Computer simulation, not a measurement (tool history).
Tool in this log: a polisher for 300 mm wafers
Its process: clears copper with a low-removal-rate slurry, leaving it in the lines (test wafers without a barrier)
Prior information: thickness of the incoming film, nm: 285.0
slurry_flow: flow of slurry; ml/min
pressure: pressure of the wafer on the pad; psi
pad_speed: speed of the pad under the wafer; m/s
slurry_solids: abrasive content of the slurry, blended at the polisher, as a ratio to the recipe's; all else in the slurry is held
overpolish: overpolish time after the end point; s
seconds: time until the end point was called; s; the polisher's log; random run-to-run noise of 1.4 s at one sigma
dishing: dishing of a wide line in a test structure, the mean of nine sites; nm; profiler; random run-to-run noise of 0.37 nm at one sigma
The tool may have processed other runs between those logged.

run  hour  slurry_flow  pressure  pad_speed  slurry_solids  overpolish  seconds  dishing
  1   0.0          185       2.8       1.00            1.0          25   74.211   47.547
  2   1.8          185       2.8       1.00            1.0          18   78.170   38.912
  3   7.5          185       2.8       1.00            1.0          17   75.353   37.010
  4   9.0          185       2.8       1.14            1.0          17   69.010   40.764
  5  10.3          185       2.7       1.14            1.0          16   69.310   38.213
  6  17.0          185       2.6       1.14            1.0          16   70.909   37.040
  7  23.7          185       2.5       1.14            1.0          16   76.942   36.862

Run 8, settings as shown, results not yet in. Your forecast:
     31.6  -- head pressure recalibrated
  8  31.6          185       2.5       1.14            1.0          15        ?        ?

{"run 8": {"seconds": 79.904, "dishing": 32.222}}
